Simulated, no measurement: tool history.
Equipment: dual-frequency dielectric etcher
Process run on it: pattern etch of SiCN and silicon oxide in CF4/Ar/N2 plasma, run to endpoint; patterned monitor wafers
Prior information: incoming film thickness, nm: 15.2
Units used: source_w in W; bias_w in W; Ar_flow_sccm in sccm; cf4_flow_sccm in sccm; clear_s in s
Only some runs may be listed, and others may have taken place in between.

| run | hour | source_w | bias_w | Ar_flow_sccm | cf4_flow_sccm | clear_s |
|---|---|---|---|---|---|---|
| 1 | 0.0 | 370 | 66 | 134 | 71 | 24.294 |
| 2 | 6.7 | 350 | 66 | 134 | 71 | 25.320 |
| 3 | 10.7 | 340 | 66 | 134 | 71 | 25.777 |
| 4 | 17.6 | 340 | 66 | 134 | 81 | 25.075 |
| 5 | 20.9 | 330 | 66 | 134 | 81 | 25.538 |
| 6 | 28.4 | 330 | 74 | 134 | 81 | 24.743 |

Run 7, settings as shown, results not yet in. Your forecast:
| 7 | 30.0 | 320 | 74 | 134 | 81 | ? |

{"run 7": {"clear_s": 24.873}}

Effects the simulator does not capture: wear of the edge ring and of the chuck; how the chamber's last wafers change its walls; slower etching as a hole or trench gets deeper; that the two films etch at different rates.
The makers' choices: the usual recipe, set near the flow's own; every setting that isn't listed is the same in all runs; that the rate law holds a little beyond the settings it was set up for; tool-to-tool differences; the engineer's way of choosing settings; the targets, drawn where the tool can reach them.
